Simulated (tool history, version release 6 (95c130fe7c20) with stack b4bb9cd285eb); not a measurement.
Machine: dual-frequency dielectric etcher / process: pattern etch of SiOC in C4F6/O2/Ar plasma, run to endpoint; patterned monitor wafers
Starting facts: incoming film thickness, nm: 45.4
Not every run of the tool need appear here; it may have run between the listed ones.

| run | hour | bias power (W) | source power (W) | endpoint time (s) |
|---|---|---|---|---|
| 1 | 0 | 636 | 390 | 14.498 |
| 2 | 2.5 | 699 | 390 | 13.961 |
| 3 | 6.5 | 714 | 390 | 14.115 |
| 4 | 13.4 | 661 | 390 | 14.361 |
| 5 | 17.5 | 683 | 400 | 14.151 |
| 6 | 23.6 | 683 | 370 | 14.235 |
| 7 | 28.5 | 810 | 410 | 13.396 |

What does the tool deliver on the next run?
| 8 | 32.8 | 818 | 410 | ? |

Run 8 gave endpoint time (s) 13.354.

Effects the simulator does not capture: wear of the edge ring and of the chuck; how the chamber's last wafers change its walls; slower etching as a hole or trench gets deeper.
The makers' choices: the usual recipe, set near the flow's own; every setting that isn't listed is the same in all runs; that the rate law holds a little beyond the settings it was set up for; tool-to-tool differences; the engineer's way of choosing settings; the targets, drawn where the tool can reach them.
